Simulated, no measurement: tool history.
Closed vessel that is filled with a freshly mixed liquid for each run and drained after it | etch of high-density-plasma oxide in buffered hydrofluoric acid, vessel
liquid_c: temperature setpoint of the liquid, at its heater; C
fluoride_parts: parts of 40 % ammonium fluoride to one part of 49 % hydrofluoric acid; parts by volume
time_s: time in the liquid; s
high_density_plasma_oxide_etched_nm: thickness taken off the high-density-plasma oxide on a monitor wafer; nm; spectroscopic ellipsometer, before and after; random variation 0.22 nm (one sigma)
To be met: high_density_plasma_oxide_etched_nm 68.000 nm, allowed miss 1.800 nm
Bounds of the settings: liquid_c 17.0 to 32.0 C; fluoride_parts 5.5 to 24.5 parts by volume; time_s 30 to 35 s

run,hour,liquid_c,fluoride_parts,time_s,high_density_plasma_oxide_etched_nm
1,0.0,24.0,15.0,35,29.355
2,4.2,24.0,15.0,35,29.388
3,10.7,24.0,15.0,35,29.317
4,13.5,25.0,14.5,35,31.920
5,19.4,25.0,14.5,35,31.916
6,23.9,23.5,14.5,35,29.453
7,25.1,24.5,14.0,35,32.403
8,33.7,28.5,9.0,35,59.185

4 next moves are on the table. One of them brings every result within its allowed miss. Which?
A,42.3,26.5,6.5,30,?
B,42.3,30.0,8.5,35,?
C,42.3,28.0,10.0,35,?
D,42.3,30.0,9.0,35,?

move,high_density_plasma_oxide_etched_nm
A,63.453
B,67.750
C,53.633
D,63.679
A: nearer than the last run, and not there yet
B: meets every target
C: further off than the last run
D: nearer than the last run, and not there yet
Answer: B
